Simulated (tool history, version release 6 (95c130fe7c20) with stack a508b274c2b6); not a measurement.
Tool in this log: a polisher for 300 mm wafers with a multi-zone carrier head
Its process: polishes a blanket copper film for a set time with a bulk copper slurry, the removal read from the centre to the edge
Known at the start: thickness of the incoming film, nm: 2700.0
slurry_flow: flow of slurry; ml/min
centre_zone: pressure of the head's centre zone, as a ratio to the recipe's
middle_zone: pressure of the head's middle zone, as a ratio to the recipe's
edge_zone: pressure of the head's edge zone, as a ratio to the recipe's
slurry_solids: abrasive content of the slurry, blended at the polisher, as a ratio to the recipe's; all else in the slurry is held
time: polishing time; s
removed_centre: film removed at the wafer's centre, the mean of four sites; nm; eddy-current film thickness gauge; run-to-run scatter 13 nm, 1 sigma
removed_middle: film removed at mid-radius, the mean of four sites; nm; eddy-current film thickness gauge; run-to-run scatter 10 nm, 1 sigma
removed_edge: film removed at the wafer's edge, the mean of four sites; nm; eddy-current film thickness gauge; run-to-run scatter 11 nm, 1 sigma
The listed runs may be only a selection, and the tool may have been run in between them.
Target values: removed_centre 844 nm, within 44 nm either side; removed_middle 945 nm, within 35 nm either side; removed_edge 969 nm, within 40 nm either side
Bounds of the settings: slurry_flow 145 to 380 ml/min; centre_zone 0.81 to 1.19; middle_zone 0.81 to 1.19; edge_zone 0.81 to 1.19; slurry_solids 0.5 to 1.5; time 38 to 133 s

run,day,slurry_flow,centre_zone,middle_zone,edge_zone,slurry_solids,time,removed_centre,removed_middle,removed_edge
1,0,245,1,1,1,1,85,703.6,707.36,741.44
2,0.092,270,1,1,1,1,85,746.07,734.37,735.01
3,0.267,260,0.99,1.02,1.03,1.15,88,779.37,773.28,782.56
4,0.467,260,0.99,1.02,1.11,1.15,88,745.87,769.57,817.63
5,0.792,260,0.99,1.02,1.11,1.15,106,933.67,929.35,977.79
6,1.158,260,0.99,1.06,1.11,1.15,106,940.37,945.19,999.43
7,1.192,260,0.96,1.07,1.1,1.15,106,916.91,975.49,967.99
8,1.254,250,0.95,1.06,1.11,1.15,106,887.69,942.7,1003.9

Which of these 4 next moves meets every target?
A,1.317,235,0.94,1.1,1.12,1.1,104,?,?,?
B,1.317,265,1.01,0.98,1.11,1.05,108,?,?,?
C,1.317,145,0.87,0.95,1.11,1.1,127,?,?,?
D,1.317,210,0.98,0.99,1.1,1.15,113,?,?,?

move,removed_centre,removed_middle,removed_edge
A,849.26,934.68,969.66
B,949.32,891.59,1007.9
C,873.35,929.97,1107.5
D,947.92,925.99,1042.5
A: in spec on every target
B: lands further from the targets than the last run did
C: gets the furthest-off result to its target, but another result is out of tolerance
D: lands further from the targets than the last run did
Answer: A
